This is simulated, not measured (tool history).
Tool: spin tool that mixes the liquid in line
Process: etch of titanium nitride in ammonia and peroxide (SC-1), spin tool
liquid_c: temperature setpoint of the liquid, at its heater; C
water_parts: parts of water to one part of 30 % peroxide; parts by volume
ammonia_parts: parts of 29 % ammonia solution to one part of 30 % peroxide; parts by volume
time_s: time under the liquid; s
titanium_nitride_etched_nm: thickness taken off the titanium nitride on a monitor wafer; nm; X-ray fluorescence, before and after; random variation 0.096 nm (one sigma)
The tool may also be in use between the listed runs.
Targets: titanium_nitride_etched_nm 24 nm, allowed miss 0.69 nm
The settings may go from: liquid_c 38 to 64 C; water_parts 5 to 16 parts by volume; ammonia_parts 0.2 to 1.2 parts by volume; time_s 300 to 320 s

Run 1, hour 0: liquid_c 48 C, water_parts 9 parts by volume, ammonia_parts 0.7 parts by volume, time_s 300 s. Result: titanium_nitride_etched_nm 19.872 nm.
Run 2, hour 1.8: liquid_c 48 C, water_parts 8 parts by volume, ammonia_parts 0.7 parts by volume, time_s 300 s. Result: titanium_nitride_etched_nm 20.984 nm.
Run 3, hour 2.6: liquid_c 48 C, water_parts 8 parts by volume, ammonia_parts 0.8 parts by volume, time_s 300 s. Result: titanium_nitride_etched_nm 21.551 nm.
Run 4, hour 11.2: liquid_c 48.5 C, water_parts 8 parts by volume, ammonia_parts 0.8 parts by volume, time_s 300 s. Result: titanium_nitride_etched_nm 22.393 nm.
Run 5, hour 16: liquid_c 48.5 C, water_parts 5 parts by volume, ammonia_parts 0.8 parts by volume, time_s 300 s. Result: titanium_nitride_etched_nm 27.8 nm.
Run 6, hour 19.1: liquid_c 48.5 C, water_parts 5 parts by volume, ammonia_parts 0.9 parts by volume, time_s 300 s. Result: titanium_nitride_etched_nm 27.816 nm.
Run 7, hour 24.3: liquid_c 48 C, water_parts 5 parts by volume, ammonia_parts 0.9 parts by volume, time_s 300 s. Result: titanium_nitride_etched_nm 27.098 nm.
At hour 32.7: ammonia flow meter replaced.
Run 8, hour 32.7: liquid_c 48 C, water_parts 5 parts by volume, ammonia_parts 0.9 parts by volume, time_s 300 s. Result: titanium_nitride_etched_nm 26.899 nm.
Run 9, hour 40.6: liquid_c 47.5 C, water_parts 5 parts by volume, ammonia_parts 0.9 parts by volume, time_s 300 s. Result: titanium_nitride_etched_nm 25.696 nm.

4 next moves are on the table. One of them brings every result within its allowed miss. Which?
Run A, hour 48.5: liquid_c 48 C, water_parts 6.5 parts by volume, ammonia_parts 0.8 parts by volume, time_s 320 s. Result: titanium_nitride_etched_nm ?.
Run B, hour 48.5: liquid_c 46 C, water_parts 5 parts by volume, ammonia_parts 1 parts by volume, time_s 305 s. Result: titanium_nitride_etched_nm ?.
Run C, hour 48.5: liquid_c 46.5 C, water_parts 5 parts by volume, ammonia_parts 0.95 parts by volume, time_s 320 s. Result: titanium_nitride_etched_nm ?.
Run D, hour 48.5: liquid_c 49.5 C, water_parts 6.5 parts by volume, ammonia_parts 0.95 parts by volume, time_s 300 s. Result: titanium_nitride_etched_nm ?.

move  titanium_nitride_etched_nm
   A                      25.035
   B                      23.978
   C                      25.915
   D                      26.701
A: nearer than the last run, and not there yet
B: meets every target
C: further off than the last run
D: further off than the last run
Move B is the one to make.
